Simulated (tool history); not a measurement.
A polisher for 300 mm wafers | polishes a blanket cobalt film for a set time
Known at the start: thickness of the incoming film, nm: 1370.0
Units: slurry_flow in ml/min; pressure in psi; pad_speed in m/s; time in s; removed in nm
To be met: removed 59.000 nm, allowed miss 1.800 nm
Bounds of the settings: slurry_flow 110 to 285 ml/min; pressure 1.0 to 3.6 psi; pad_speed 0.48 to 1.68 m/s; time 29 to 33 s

run	hour	slurry_flow	pressure	pad_speed	time	removed
1	0.0	180	2.3	1.08	33	215.990
2	5.4	165	2.1	0.96	32	167.900
3	6.5	160	1.9	0.86	32	138.070
4	8.9	155	1.7	0.78	32	110.850
5	16.5	155	1.7	0.78	33	114.720
6	19.3	155	1.2	0.78	33	81.717
7	25.9	155	1.2	0.74	33	78.850
8	28.5	155	1.2	0.70	33	73.742
9	36.9	155	1.2	0.68	33	72.860
10	41.3	155	1.2	0.66	33	70.215
11	42.8	155	1.1	0.64	33	62.973
# hour 46.6: head pressure recalibrated
12	46.6	155	1.0	0.64	33	52.303
13	49.5	150	1.0	0.64	33	52.879
14	57.5	155	1.0	0.64	33	52.540
15	66.5	150	1.0	0.64	33	52.913
16	69.9	155	1.0	0.64	33	52.771
17	71.8	150	1.0	0.64	33	53.022
18	76.1	155	1.0	0.64	33	51.895

Which of these 4 next moves meets every target?
A	80.4	205	1.1	0.74	31	?
B	80.4	260	1.2	0.58	32	?
C	80.4	120	1.0	0.60	31	?
D	80.4	165	1.7	0.48	32	?

move	removed
A	64.105
B	58.319
C	45.002
D	64.833
A: takes the result that was furthest off past its target
B: meets every target
C: further off than the last run
D: takes the result that was furthest off past its target
Move B is the one to make.
